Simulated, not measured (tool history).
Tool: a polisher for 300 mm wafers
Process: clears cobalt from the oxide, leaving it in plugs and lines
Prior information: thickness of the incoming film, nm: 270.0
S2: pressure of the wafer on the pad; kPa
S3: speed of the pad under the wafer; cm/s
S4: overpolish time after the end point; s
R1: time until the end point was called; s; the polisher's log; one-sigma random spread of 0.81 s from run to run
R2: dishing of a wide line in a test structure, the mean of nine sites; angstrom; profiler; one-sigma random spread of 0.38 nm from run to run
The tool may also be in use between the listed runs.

run 1 hour=0.0 | flow_of_slurry_(ml/min)=200 S2=9.0 S3=124 S4=10 | R1=83.678 R2=254.92
run 2 hour=5.1 | flow_of_slurry_(ml/min)=200 S2=9.0 S3=124 S4=12 | R1=84.284 R2=288.46
run 3 hour=11.4 | flow_of_slurry_(ml/min)=200 S2=9.0 S3=124 S4=10 | R1=84.063 R2=254.67
run 4 hour=15.3 | flow_of_slurry_(ml/min)=200 S2=9.0 S3=124 S4=12 | R1=83.468 R2=287.93
run 5 hour=19.7 | flow_of_slurry_(ml/min)=200 S2=9.0 S3=112 S4=12 | R1=94.886 R2=276.17
run 6 hour=26.7 | flow_of_slurry_(ml/min)=210 S2=9.7 S3=112 S4=12 | R1=85.965 R2=280.66
run 7 hour=29.7 | flow_of_slurry_(ml/min)=205 S2=9.7 S3=112 S4=13 | R1=86.437 R2=297.61

Run 8 comes next. What will it give?
run 8 hour=33.1 | flow_of_slurry_(ml/min)=210 S2=9.7 S3=112 S4=13 | R1=? R2=?

R1: 86.090 s
R2: 295.35 angstrom
